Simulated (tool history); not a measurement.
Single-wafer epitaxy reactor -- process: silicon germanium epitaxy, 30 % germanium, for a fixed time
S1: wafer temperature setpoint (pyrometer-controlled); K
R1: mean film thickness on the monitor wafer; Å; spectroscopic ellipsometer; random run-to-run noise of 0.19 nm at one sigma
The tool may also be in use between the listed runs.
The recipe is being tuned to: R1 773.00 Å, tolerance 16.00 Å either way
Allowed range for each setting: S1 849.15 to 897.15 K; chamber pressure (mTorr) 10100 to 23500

Run 1, hour 0.0: S1 873.15 K, chamber pressure (mTorr) 16800. Result: R1 551.47 Å.
Run 2, hour 5.2: S1 873.15 K, chamber pressure (mTorr) 13900. Result: R1 507.40 Å.
Run 3, hour 13.4: S1 876.15 K, chamber pressure (mTorr) 14000. Result: R1 541.30 Å.
Run 4, hour 22.1: S1 879.15 K, chamber pressure (mTorr) 14000. Result: R1 576.22 Å.
Run 5, hour 26.0: S1 886.15 K, chamber pressure (mTorr) 14000. Result: R1 663.14 Å.
Run 6, hour 29.5: S1 887.15 K, chamber pressure (mTorr) 14000. Result: R1 677.52 Å.
Run 7, hour 32.0: S1 888.15 K, chamber pressure (mTorr) 14000. Result: R1 694.42 Å.
Run 8, hour 40.8: S1 888.15 K, chamber pressure (mTorr) 14000. Result: R1 693.00 Å.
Run 9, hour 42.8: S1 889.15 K, chamber pressure (mTorr) 14000. Result: R1 706.32 Å.
Run 10, hour 44.0: S1 889.15 K, chamber pressure (mTorr) 14000. Result: R1 702.96 Å.
Run 11, hour 47.6: S1 890.15 K, chamber pressure (mTorr) 14000. Result: R1 720.70 Å.
Run 12, hour 53.4: S1 892.15 K, chamber pressure (mTorr) 14000. Result: R1 749.55 Å.

Which one of the following 4 next-run settings gets every result inside its allowed miss? There is exactly one.
Run A, hour 59.2: S1 889.15 K, chamber pressure (mTorr) 15300. Result: R1 ?.
Run B, hour 59.2: S1 888.15 K, chamber pressure (mTorr) 15400. Result: R1 ?.
Run C, hour 59.2: S1 894.15 K, chamber pressure (mTorr) 14000. Result: R1 ?.
Run D, hour 59.2: S1 890.15 K, chamber pressure (mTorr) 14800. Result: R1 ?.

move      R1
   A  732.77
   B  720.33
   C  777.98
   D  736.64
A: further off than the last run
B: further off than the last run
C: meets every target
D: further off than the last run
Answer: C
